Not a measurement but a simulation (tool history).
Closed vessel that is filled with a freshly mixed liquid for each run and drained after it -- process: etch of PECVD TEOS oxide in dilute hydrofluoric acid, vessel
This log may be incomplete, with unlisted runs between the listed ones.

| run | hour | temperature setpoint of the liquid (°C) | parts of water to one part of 49 % hydrofluoric acid (parts by volume) | time in the liquid (s) | thickness taken off the PECVD TEOS oxide on a monitor wafer (nm) |
|---|---|---|---|---|---|
| 1 | 0 | 20 | 290 | 135 | 5.1642 |
| 2 | 6.2 | 22.5 | 290 | 135 | 5.6166 |
| 3 | 15.2 | 24 | 240 | 135 | 7.6043 |
| 4 | 16.1 | 24 | 240 | 95 | 5.3159 |
| 5 | 21.2 | 21.5 | 240 | 95 | 4.8824 |
| 6 | 27.6 | 19.5 | 240 | 95 | 4.5116 |
| 7 | 30.9 | 22 | 190 | 105 | 7.2848 |
| 8 | 34.6 | 23.5 | 160 | 105 | 9.3944 |
| 9 | 42.1 | 24.5 | 145 | 105 | 10.975 |

Expected results for the next run?
| 10 | 44.3 | 28 | 105 | 105 | ? |

{"run 10": {"thickness taken off the PECVD TEOS oxide on a monitor wafer (nm)": 18.388}}

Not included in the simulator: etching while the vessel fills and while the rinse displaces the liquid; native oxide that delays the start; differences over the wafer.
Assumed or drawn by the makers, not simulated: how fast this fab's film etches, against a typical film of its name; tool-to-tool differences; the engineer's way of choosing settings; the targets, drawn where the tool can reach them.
